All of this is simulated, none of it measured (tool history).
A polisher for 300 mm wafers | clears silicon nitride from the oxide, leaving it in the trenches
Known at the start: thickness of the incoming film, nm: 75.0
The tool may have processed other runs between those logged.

run    day  flow of slurry (ml/min)  pressure of the wafer on the pad (kPa)  speed of the pad under the wafer (m/s)  overpolish time after the end point (s)  time until the end point was called (s)
  1      0                      265                                    16.5                                    0.76                                        4                                   147.18
  2  0.208                      265                                    13.8                                    0.76                                        4                                   164.24
  3  0.429                      265                                    12.4                                    0.76                                        4                                   173.33
  4  0.708                      265                                    15.2                                    0.78                                        4                                   149.87
  5  1.004                      265                                    17.2                                     0.8                                        4                                   134.47
  6  1.183                      265                                    13.8                                     0.8                                        4                                    154.5
  7  1.288                      265                                    15.9                                    0.82                                        4                                   138.18

What will run 8 give?
  8  1.65                      265                                      20                                    0.86                                        4                                        ?

time until the end point was called (s): 112.11
